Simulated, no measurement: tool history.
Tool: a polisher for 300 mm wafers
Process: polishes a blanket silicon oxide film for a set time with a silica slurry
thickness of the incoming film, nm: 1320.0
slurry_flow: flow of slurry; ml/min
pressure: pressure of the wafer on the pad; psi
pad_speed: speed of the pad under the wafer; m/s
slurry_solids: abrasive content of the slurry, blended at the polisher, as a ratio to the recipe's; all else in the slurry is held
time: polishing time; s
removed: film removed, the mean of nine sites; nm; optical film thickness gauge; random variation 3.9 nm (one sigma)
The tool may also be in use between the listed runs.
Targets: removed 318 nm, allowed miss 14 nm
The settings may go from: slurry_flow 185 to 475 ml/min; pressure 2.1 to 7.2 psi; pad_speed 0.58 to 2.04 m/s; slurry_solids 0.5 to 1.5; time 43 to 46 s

| run | hour | slurry_flow | pressure | pad_speed | slurry_solids | time | removed |
|---|---|---|---|---|---|---|---|
| 1 | 0 | 305 | 4.6 | 1.3 | 1 | 43 | 185.91 |
| 2 | 4 | 305 | 4.1 | 1.3 | 1 | 43 | 166.68 |
| 3 | 4.7 | 305 | 5 | 1.32 | 1 | 43 | 208.07 |
| 4 | 12.1 | 305 | 5.6 | 1.34 | 1 | 43 | 228.41 |
| 5 | 14.4 | 305 | 6.1 | 1.36 | 1 | 43 | 250.76 |
| 6 | 22.2 | 305 | 6.1 | 1.2 | 1 | 43 | 236.67 |
| 7 | 27.6 | 305 | 6.5 | 1.26 | 1 | 43 | 259.63 |
|  | 30.1 | slurry nozzle cleaned |
| 8 | 30.1 | 305 | 6.7 | 1.3 | 1 | 43 | 283.86 |

Which of these 4 next moves meets every target?
| A | 32.6 | 325 | 6.8 | 1.28 | 1.1 | 46 | ? |
| B | 32.6 | 405 | 7.2 | 1.16 | 0.6 | 46 | ? |
| C | 32.6 | 330 | 6.2 | 1.3 | 0.95 | 43 | ? |
| D | 32.6 | 345 | 5.6 | 1.28 | 1.3 | 45 | ? |

| move | removed |
|---|---|
| A | 316.07 |
| B | 246.01 |
| C | 257.67 |
| D | 273.63 |
A: meets every target
B: further off than the last run
C: further off than the last run
D: further off than the last run
Answer: A
